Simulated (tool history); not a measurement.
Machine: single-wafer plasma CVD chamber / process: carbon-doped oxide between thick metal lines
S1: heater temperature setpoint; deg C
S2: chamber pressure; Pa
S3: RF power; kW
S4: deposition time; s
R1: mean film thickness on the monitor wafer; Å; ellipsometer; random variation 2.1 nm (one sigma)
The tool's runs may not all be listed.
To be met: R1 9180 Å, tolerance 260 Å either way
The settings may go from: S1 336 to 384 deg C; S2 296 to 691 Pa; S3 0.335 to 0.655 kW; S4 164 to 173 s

run,day,S1,S2,S3,S4,R1
1,0,360,493,0.495,173,8160.2
2,0.204,360,493,0.495,173,8129.4
3,0.512,360,493,0.455,173,7710.6
4,0.725,368,493,0.455,173,7531.6
5,0.988,368,493,0.455,173,7548.9
6,1.033,372,493,0.455,173,7495
7,1.238,370,516,0.495,173,7987.9
8,1.412,368,537,0.52,173,8350.5
9,1.658,367,555,0.535,173,8574.6
10,1.883,366,567,0.545,173,8744.6
11,1.967,365,576,0.555,173,8874.8

Exercise: of the 5 proposed moves below, exactly one satisfies all targets within the stated allowed misses. Which move is it?
A,2.05,364,612,0.555,166,?
B,2.05,372,528,0.56,173,?
C,2.05,364,596,0.635,173,?
D,2.05,381,652,0.595,173,?
E,2.05,373,599,0.64,173,?

move,R1
A,8618
B,8681.6
C,9738
D,9109.2
E,9583.9
A: further off than the last run
B: further off than the last run
C: carries the result that was furthest off beyond its target, to the other side
D: all results in spec
E: carries the result that was furthest off beyond its target, to the other side
D meets every target.

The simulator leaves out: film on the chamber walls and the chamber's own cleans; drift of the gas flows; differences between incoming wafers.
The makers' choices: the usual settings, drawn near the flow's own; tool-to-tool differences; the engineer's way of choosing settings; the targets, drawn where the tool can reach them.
